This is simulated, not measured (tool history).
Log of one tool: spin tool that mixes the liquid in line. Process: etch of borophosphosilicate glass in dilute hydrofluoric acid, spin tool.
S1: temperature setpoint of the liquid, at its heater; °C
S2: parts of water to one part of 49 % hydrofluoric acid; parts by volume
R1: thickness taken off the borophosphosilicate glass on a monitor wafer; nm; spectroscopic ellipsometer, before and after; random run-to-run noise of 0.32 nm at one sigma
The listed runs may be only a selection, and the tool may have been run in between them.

Run 1, hour 0.0: S1 25.0 °C, S2 80 parts by volume, time under the liquid (s) 145. Result: R1 61.800 nm.
Run 2, hour 7.2: S1 22.5 °C, S2 85 parts by volume, time under the liquid (s) 145. Result: R1 52.879 nm.
Run 3, hour 11.9: S1 22.5 °C, S2 60 parts by volume, time under the liquid (s) 145. Result: R1 76.573 nm.
Run 4, hour 20.1: S1 19.0 °C, S2 60 parts by volume, time under the liquid (s) 145. Result: R1 65.546 nm.
Run 5, hour 27.4: S1 18.5 °C, S2 70 parts by volume, time under the liquid (s) 145. Result: R1 55.114 nm.
Run 6, hour 35.3: S1 18.5 °C, S2 45 parts by volume, time under the liquid (s) 145. Result: R1 89.902 nm.
Run 7, hour 38.4: S1 18.0 °C, S2 60 parts by volume, time under the liquid (s) 145. Result: R1 63.899 nm.
Run 8, hour 44.9: S1 17.5 °C, S2 65 parts by volume, time under the liquid (s) 145. Result: R1 57.868 nm.
Run 9, hour 46.0: S1 17.5 °C, S2 70 parts by volume, time under the liquid (s) 145. Result: R1 52.925 nm.
Run 10, hour 51.3: S1 17.5 °C, S2 75 parts by volume, time under the liquid (s) 145. Result: R1 48.780 nm.
Run 11, hour 54.2: S1 17.5 °C, S2 80 parts by volume, time under the liquid (s) 145. Result: R1 45.748 nm.
At hour 60.6: hydrofluoric acid flow meter replaced.
Run 12, hour 60.6: S1 17.0 °C, S2 85 parts by volume, time under the liquid (s) 145. Result: R1 44.902 nm.

Run 13 is up next; what results do you expect?
Run 13, hour 63.5: S1 17.0 °C, S2 95 parts by volume, time under the liquid (s) 145. Result: R1 ?.

Run 13 gave R1 39.359 nm.

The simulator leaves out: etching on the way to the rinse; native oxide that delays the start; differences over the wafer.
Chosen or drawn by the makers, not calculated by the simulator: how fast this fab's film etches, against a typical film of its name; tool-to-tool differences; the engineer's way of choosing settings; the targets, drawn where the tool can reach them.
